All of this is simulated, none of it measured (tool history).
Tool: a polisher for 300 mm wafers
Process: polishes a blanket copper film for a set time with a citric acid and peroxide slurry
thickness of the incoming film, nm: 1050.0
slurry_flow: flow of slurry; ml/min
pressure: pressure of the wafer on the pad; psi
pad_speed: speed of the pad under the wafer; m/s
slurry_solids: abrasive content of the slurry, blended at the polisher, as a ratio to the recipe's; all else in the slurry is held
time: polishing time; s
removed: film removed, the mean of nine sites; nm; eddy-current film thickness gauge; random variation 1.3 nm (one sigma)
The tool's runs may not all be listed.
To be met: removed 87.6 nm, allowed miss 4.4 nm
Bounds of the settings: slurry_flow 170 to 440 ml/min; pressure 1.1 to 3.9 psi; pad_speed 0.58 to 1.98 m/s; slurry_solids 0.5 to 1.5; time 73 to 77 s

run,hour,slurry_flow,pressure,pad_speed,slurry_solids,time,removed
1,0,280,2.5,1.28,1,73,160.61
2,6.5,280,2.5,1.28,0.85,73,155.64
3,14.3,280,2.2,1.26,0.85,73,129.6
4,21.7,280,2,1.26,0.85,73,119.09
5,30.5,280,1.9,1.26,0.85,73,114.44
6,38.1,280,1.8,1.26,0.85,73,112.23
7,46.6,280,1.7,1.26,0.85,73,106.96
# hour 53.3: slurry nozzle cleaned
8,53.3,280,1.6,1.26,0.85,73,101.68

Which of these 4 next moves meets every target?
A,60,285,1.6,1.24,0.8,73,?
B,60,240,1.1,1.34,0.85,73,?
C,60,215,1.2,1.26,0.95,73,?
D,60,220,1.7,0.9,1.1,73,?

move,removed
A,98.731
B,73.361
C,77.511
D,88.866
A: nearer than the last run, and not there yet
B: takes the result that was furthest off past its target
C: takes the result that was furthest off past its target
D: meets every target
The right move is D.

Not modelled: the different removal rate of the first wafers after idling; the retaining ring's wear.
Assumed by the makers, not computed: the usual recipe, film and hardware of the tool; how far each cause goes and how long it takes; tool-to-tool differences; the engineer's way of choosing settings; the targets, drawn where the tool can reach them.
